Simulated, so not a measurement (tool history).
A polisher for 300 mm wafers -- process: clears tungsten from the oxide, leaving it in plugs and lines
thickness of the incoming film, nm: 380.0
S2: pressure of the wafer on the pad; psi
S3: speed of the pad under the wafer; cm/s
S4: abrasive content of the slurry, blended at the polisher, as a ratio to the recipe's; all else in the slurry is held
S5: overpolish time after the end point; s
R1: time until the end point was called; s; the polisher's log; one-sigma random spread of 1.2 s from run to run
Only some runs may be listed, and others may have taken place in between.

run 1 hour=0 | flow_of_slurry_(ml/min)=235 S2=4.9 S3=96 S4=1 S5=29 | R1=64.821
run 2 hour=6 | flow_of_slurry_(ml/min)=235 S2=4.9 S3=96 S4=1.15 S5=29 | R1=65.666
run 3 hour=13.6 | flow_of_slurry_(ml/min)=235 S2=4.5 S3=96 S4=1.15 S5=29 | R1=68.247
run 4 hour=19 | flow_of_slurry_(ml/min)=235 S2=4.5 S3=96 S4=1.25 S5=29 | R1=68.237
run 5 hour=28 | flow_of_slurry_(ml/min)=275 S2=4.5 S3=96 S4=1.25 S5=29 | R1=67.799
run 6 hour=32.5 | flow_of_slurry_(ml/min)=275 S2=4.2 S3=96 S4=1.25 S5=29 | R1=70.798
run 7 hour=36.4 | flow_of_slurry_(ml/min)=275 S2=3.9 S3=96 S4=1.25 S5=29 | R1=75.32

For run 8, what comes out?
run 8 hour=45.1 | flow_of_slurry_(ml/min)=275 S2=3.7 S3=96 S4=1.25 S5=29 | R1=?

R1: 76.597 s
